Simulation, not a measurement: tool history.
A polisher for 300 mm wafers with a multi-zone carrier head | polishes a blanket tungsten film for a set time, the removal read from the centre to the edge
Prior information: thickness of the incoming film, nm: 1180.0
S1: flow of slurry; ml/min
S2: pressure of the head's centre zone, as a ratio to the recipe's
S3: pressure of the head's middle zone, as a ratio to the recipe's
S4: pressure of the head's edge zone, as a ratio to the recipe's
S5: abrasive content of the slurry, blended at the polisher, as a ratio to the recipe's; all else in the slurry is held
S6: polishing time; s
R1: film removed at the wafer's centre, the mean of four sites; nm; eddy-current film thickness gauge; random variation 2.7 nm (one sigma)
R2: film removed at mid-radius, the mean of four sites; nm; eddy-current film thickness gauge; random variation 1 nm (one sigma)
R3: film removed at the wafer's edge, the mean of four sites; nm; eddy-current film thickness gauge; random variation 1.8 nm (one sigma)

Run 1, hour 0.0: S1 265 ml/min, S2 1.00, S3 1.00, S4 1.00, S5 1.00, S6 56 s. Result: R1 291.57 nm, R2 311.99 nm, R3 297.25 nm.
Run 2, hour 1.9: S1 265 ml/min, S2 1.00, S3 1.07, S4 1.00, S5 1.00, S6 56 s. Result: R1 293.12 nm, R2 318.29 nm, R3 295.04 nm.
Run 3, hour 6.4: S1 205 ml/min, S2 1.00, S3 1.07, S4 1.00, S5 1.00, S6 56 s. Result: R1 282.89 nm, R2 313.44 nm, R3 288.69 nm.
Run 4, hour 13.8: S1 205 ml/min, S2 1.00, S3 1.00, S4 1.00, S5 1.00, S6 56 s. Result: R1 289.63 nm, R2 306.99 nm, R3 287.78 nm.
Run 5, hour 17.3: S1 210 ml/min, S2 1.01, S3 0.98, S4 1.02, S5 0.95, S6 53 s. Result: R1 274.87 nm, R2 278.88 nm, R3 272.68 nm.
Run 6, hour 23.3: S1 210 ml/min, S2 1.01, S3 0.98, S4 1.02, S5 1.15, S6 53 s. Result: R1 285.74 nm, R2 295.58 nm, R3 284.48 nm.
Run 7, hour 24.2: S1 210 ml/min, S2 1.01, S3 0.97, S4 1.03, S5 1.10, S6 51 s. Result: R1 265.14 nm, R2 279.99 nm, R3 275.31 nm.
Run 8, hour 33.1: S1 185 ml/min, S2 1.11, S3 0.87, S4 0.94, S5 0.85, S6 35 s. Result: R1 189.98 nm, R2 167.08 nm, R3 169.13 nm.

Expected results for the next run?
Run 9, hour 41.6: S1 185 ml/min, S2 1.10, S3 0.86, S4 0.95, S5 0.85, S6 35 s. Result: R1 ?, R2 ?, R3 ?.

{"run 9": {"R1": 186.63, "R2": 167.6, "R3": 170.84}}
